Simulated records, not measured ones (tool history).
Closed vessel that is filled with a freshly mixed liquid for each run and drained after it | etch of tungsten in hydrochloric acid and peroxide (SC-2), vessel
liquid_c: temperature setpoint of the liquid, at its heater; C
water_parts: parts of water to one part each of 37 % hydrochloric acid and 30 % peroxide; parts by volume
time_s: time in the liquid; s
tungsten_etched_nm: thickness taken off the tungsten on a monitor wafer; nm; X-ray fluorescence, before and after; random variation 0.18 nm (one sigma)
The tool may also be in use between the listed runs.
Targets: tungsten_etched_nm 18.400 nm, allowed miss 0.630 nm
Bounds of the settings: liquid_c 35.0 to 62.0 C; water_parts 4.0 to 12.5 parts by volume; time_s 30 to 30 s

run	hour	liquid_c	water_parts	time_s	tungsten_etched_nm
1	0.0	46.0	7.0	30	12.212
2	0.7	47.5	7.0	30	13.689
3	4.5	48.5	7.0	30	14.821
4	10.8	48.5	7.0	30	14.569
5	16.2	49.0	7.0	30	15.439
6	20.7	49.0	7.0	30	15.011
7	22.5	49.5	7.0	30	15.410
8	27.4	50.0	7.0	30	16.184
9	28.6	50.5	7.0	30	16.896

Which of these 4 next moves meets every target?
A	29.8	51.5	6.0	30	?
B	29.8	46.0	5.5	30	?
C	29.8	52.5	7.5	30	?
D	29.8	49.0	7.0	30	?

move	tungsten_etched_nm
A	20.034
B	14.754
C	18.062
D	15.103
A: takes the result that was furthest off past its target
B: further off than the last run
C: meets every target
D: further off than the last run
The right move is C.
